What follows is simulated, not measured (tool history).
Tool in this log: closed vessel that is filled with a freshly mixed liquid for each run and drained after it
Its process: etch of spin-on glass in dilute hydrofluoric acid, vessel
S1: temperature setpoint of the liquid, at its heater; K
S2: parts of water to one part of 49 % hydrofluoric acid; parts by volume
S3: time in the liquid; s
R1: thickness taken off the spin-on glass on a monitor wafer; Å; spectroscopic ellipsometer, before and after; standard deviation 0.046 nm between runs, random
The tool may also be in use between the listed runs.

Run 1, day 0: S1 297.15 K, S2 155 parts by volume, S3 45 s. Result: R1 67.995 Å.
Run 2, day 0.167: S1 294.15 K, S2 155 parts by volume, S3 45 s. Result: R1 60.874 Å.
Run 3, day 0.429: S1 294.15 K, S2 205 parts by volume, S3 45 s. Result: R1 43.605 Å.
Run 4, day 0.762: S1 294.15 K, S2 205 parts by volume, S3 45 s. Result: R1 43.341 Å.
Run 5, day 0.871: S1 294.15 K, S2 180 parts by volume, S3 45 s. Result: R1 50.779 Å.
Run 6, day 1.179: S1 294.15 K, S2 145 parts by volume, S3 45 s. Result: R1 65.484 Å.

Run 7 has not been measured yet. What should we expect?
Run 7, day 1.212: S1 296.65 K, S2 145 parts by volume, S3 45 s. Result: R1 ?.

R1: 71.885 Å

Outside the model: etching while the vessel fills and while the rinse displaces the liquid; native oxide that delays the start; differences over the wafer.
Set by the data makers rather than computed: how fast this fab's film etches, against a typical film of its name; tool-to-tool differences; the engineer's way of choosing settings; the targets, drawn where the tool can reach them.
